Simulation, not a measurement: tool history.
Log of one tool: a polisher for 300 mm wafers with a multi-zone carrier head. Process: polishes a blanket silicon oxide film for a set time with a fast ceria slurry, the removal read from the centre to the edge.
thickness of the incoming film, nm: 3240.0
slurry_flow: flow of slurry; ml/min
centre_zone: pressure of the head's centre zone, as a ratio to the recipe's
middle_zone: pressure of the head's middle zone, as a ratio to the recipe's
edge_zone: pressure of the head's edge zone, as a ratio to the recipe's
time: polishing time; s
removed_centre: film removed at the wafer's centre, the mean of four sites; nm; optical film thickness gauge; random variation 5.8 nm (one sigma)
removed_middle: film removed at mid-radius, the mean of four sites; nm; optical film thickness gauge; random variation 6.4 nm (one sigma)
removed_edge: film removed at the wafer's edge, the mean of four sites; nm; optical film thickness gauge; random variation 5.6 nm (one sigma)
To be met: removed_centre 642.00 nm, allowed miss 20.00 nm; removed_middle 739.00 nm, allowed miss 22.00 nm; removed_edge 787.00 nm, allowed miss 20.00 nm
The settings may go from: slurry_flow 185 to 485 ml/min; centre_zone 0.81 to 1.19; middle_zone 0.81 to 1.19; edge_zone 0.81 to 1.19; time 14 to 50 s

run	day	slurry_flow	centre_zone	middle_zone	edge_zone	time	removed_centre	removed_middle	removed_edge
1	0.000	310	1.00	1.00	1.00	32	596.89	608.75	653.96
2	0.271	310	1.00	1.00	1.00	40	749.57	787.37	818.93
3	0.367	310	1.00	1.00	1.05	40	763.59	776.61	835.61
4	0.608	300	0.98	0.99	1.04	40	730.45	775.81	820.55
5	0.808	290	0.97	0.98	1.04	40	719.04	775.60	831.70
6	0.967	285	0.96	0.97	1.03	40	720.91	754.09	827.24
7	1.162	280	0.94	0.97	1.02	40	688.83	750.20	822.24
# day 1.525: centre zone pressure recalibrated
8	1.525	275	0.93	0.97	1.01	40	726.48	753.68	810.36
9	1.858	280	0.91	0.98	1.03	40	718.52	756.39	829.72

5 next moves are on the table. One of them brings every result within its allowed miss. Which?
A	2.192	220	0.97	0.95	1.09	42	?	?	?
B	2.192	370	0.97	0.96	0.99	39	?	?	?
C	2.192	390	1.07	1.00	0.95	39	?	?	?
D	2.192	355	0.87	1.01	1.05	37	?	?	?
E	2.192	220	0.98	1.03	1.01	43	?	?	?

move	removed_centre	removed_middle	removed_edge
A	775.67	749.16	862.36
B	770.27	745.47	799.61
C	854.57	773.18	786.28
D	652.48	734.27	778.03
E	802.82	818.38	849.38
A: further off than the last run
B: further off than the last run
C: further off than the last run
D: meets every target
E: further off than the last run
Answer: D
